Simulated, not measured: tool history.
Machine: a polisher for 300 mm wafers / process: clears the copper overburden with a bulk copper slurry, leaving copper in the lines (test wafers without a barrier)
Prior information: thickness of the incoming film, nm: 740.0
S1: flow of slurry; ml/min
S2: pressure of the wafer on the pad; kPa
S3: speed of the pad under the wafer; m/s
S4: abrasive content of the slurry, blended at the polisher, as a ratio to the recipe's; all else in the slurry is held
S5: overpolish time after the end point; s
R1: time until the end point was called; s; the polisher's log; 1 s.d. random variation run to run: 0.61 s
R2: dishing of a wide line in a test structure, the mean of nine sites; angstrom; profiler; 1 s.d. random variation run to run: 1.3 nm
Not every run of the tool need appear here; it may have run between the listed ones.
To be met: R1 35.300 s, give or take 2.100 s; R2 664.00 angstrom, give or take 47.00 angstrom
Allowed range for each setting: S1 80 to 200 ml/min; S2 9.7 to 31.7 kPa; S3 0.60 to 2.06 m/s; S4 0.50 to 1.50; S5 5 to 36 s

run  hour   S1    S2    S3    S4  S5      R1       R2
  1   0.0  130  20.7  1.32  1.00  18  55.514  1079.10
  2   3.2  130  20.7  1.12  1.00  18  63.999   987.84
  3   4.2  145  19.3  1.28  1.10  15  59.367   930.33
  4   5.3  145  19.3  1.28  1.00  15  59.554   893.30
  5  14.3  155  19.3  1.40  0.90  13  56.154   878.52
  6  17.8  155  23.4  1.40  0.90  13  45.469  1017.20
  7  26.4  165  22.1  1.54  0.80  11  46.683   922.34
  8  29.8  175  20.7  1.66  0.85  10  42.231   896.20
  9  32.4  180  18.6  1.74  0.95   9  45.903   773.09
 10  39.9  185  18.6  1.82  1.05   8  44.036   742.66
 11  48.1  190  18.6  1.88  1.15   7  41.150   739.89
 12  52.4  190  18.6  1.92  1.25   7  38.708   762.87
 13  58.8  200  15.2  2.06  1.50   5  42.961   553.84
 14  60.4  200  15.9  2.06  1.50   5  40.604   569.21
     66.1  -- slurry blender recalibrated
 15  66.1  200  15.9  2.06  1.50   5  38.575   589.95

Which single option among these 5 for the next run brings every result within its allowed miss of target? Just one does.
  A  71.8  185  18.6  1.66  1.50   8   ?   ?
  B  71.8  150  20.0  1.84  1.50   5   ?   ?
  C  71.8  195  17.2  2.06  1.30   7   ?   ?
  D  71.8  200  21.4  1.96  1.50   5   ?   ?
  E  71.8  190  14.5  2.06  1.50   5   ?   ?

move      R1      R2
   A  40.454  820.14
   B  34.970  663.72
   C  36.101  801.05
   D  29.825  748.38
   E  41.590  564.87
A: takes the result that was furthest off past its target
B: hits every target within its allowed miss
C: takes the result that was furthest off past its target
D: takes the result that was furthest off past its target
E: the biggest miss grows against the last run
Go with B: it meets all targets.

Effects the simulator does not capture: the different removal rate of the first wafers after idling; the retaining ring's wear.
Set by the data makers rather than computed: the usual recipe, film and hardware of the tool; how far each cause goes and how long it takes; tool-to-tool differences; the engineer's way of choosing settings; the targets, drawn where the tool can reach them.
